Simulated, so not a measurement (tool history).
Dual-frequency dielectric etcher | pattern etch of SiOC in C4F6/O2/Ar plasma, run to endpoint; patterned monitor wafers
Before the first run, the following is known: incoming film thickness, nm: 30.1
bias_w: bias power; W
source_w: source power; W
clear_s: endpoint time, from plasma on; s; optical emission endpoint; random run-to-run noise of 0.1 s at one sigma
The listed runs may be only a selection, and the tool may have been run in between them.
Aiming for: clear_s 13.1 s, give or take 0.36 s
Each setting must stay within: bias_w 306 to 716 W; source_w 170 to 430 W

run  hour  bias_w  source_w  clear_s
  1     0     511       300     11.3
  2   6.8     511       270   11.729
  3     9     484       260   12.167
  4    13     516       260   11.713
  5  20.6     516       230    12.39
  6  23.5     503       230   12.319
  7  30.3     488       230   12.539
  8  36.8     439       220   13.641

Which single option among these 5 for the next run brings every result within its allowed miss of target? Just one does.
  A  43.3     406       220        ?
  B  43.3     442       180        ?
  C  43.3     431       250        ?
  D  43.3     463       200        ?
  E  43.3     382       220        ?

move  clear_s
   A   14.113
   B   14.596
   C   13.065
   D   13.717
   E   14.543
A: further off than the last run
B: further off than the last run
C: in spec on every target
D: further off than the last run
E: further off than the last run
Move C is the one to make.
